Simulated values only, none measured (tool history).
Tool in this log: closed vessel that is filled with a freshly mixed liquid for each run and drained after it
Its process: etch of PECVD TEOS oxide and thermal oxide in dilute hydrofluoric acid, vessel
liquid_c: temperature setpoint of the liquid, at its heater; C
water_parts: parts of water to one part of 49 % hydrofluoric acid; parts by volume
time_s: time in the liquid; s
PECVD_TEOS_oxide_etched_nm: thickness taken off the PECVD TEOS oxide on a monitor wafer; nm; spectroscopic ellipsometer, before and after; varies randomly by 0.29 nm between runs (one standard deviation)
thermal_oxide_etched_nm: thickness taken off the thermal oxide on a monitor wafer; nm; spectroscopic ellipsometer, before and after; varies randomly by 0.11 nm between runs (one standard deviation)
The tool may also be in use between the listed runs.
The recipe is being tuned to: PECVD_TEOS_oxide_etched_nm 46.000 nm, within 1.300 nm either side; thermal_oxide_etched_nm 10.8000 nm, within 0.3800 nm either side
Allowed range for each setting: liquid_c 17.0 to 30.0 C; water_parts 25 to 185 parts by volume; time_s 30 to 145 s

| run | hour | liquid_c | water_parts | time_s | PECVD_TEOS_oxide_etched_nm | thermal_oxide_etched_nm |
|---|---|---|---|---|---|---|
| 1 | 0.0 | 22.0 | 105 | 75 | 11.783 | 2.7205 |
| 2 | 6.8 | 23.5 | 90 | 80 | 15.712 | 3.7209 |
| 3 | 16.2 | 21.5 | 90 | 80 | 14.567 | 3.3909 |
| 4 | 18.8 | 22.5 | 75 | 85 | 19.713 | 4.6474 |
| 5 | 22.9 | 24.5 | 75 | 85 | 21.473 | 5.1462 |
| 6 | 31.4 | 27.0 | 75 | 85 | 23.615 | 5.6365 |
| 7 | 36.2 | 27.5 | 65 | 85 | 28.195 | 6.6299 |
| 8 | 43.9 | 27.5 | 65 | 85 | 28.090 | 6.6372 |
| 9 | 51.1 | 28.0 | 60 | 85 | 31.398 | 7.4845 |
| 10 | 53.8 | 28.0 | 60 | 85 | 31.449 | 7.2896 |
| 11 | 55.3 | 28.5 | 55 | 85 | 35.117 | 8.2411 |
| 12 | 56.8 | 29.0 | 50 | 85 | 39.637 | 9.2793 |

Below are 4 possible settings for the next run. Only one of them brings all results inside the allowed miss of their targets. Which is it?
| A | 58.3 | 27.5 | 55 | 125 | ? | ? |
| B | 58.3 | 30.0 | 65 | 135 | ? | ? |
| C | 58.3 | 29.0 | 25 | 50 | ? | ? |
| D | 58.3 | 30.0 | 35 | 65 | ? | ? |

| move | PECVD_TEOS_oxide_etched_nm | thermal_oxide_etched_nm |
|---|---|---|
| A | 49.762 | 11.7810 |
| B | 49.436 | 11.7040 |
| C | 48.641 | 11.5160 |
| D | 46.289 | 10.9590 |
A: takes the biggest miss from the last run beyond its target
B: takes the biggest miss from the last run beyond its target
C: takes the biggest miss from the last run beyond its target
D: meets every target
Correct choice: D, which meets every target
